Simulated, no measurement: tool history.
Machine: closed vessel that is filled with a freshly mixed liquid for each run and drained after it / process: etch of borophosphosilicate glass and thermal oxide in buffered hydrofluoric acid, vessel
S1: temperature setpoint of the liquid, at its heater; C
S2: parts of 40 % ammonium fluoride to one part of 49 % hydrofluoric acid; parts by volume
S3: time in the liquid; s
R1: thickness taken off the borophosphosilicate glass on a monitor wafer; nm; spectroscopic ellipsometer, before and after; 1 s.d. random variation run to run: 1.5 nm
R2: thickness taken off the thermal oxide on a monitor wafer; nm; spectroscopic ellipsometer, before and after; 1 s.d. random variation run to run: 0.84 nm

Run 1, hour 0.0: S1 24.0 C, S2 15.5 parts by volume, S3 60 s. Result: R1 75.515 nm, R2 47.144 nm.
Run 2, hour 4.2: S1 25.0 C, S2 15.0 parts by volume, S3 60 s. Result: R1 81.024 nm, R2 50.725 nm.
Run 3, hour 6.5: S1 26.0 C, S2 14.5 parts by volume, S3 60 s. Result: R1 87.891 nm, R2 55.570 nm.
Run 4, hour 9.9: S1 26.5 C, S2 14.0 parts by volume, S3 60 s. Result: R1 96.095 nm, R2 58.669 nm.
Run 5, hour 15.9: S1 27.0 C, S2 13.5 parts by volume, S3 60 s. Result: R1 100.870 nm, R2 62.742 nm.
Run 6, hour 18.6: S1 27.0 C, S2 13.5 parts by volume, S3 85 s. Result: R1 142.090 nm, R2 88.822 nm.
Run 7, hour 25.9: S1 27.0 C, S2 13.5 parts by volume, S3 85 s. Result: R1 141.500 nm, R2 88.752 nm.

Run 8 comes next. What will it give?
Run 8, hour 33.0: S1 28.0 C, S2 13.5 parts by volume, S3 85 s. Result: R1 ?, R2 ?.

{"run 8": {"R1": 152.39, "R2": 93.624}}
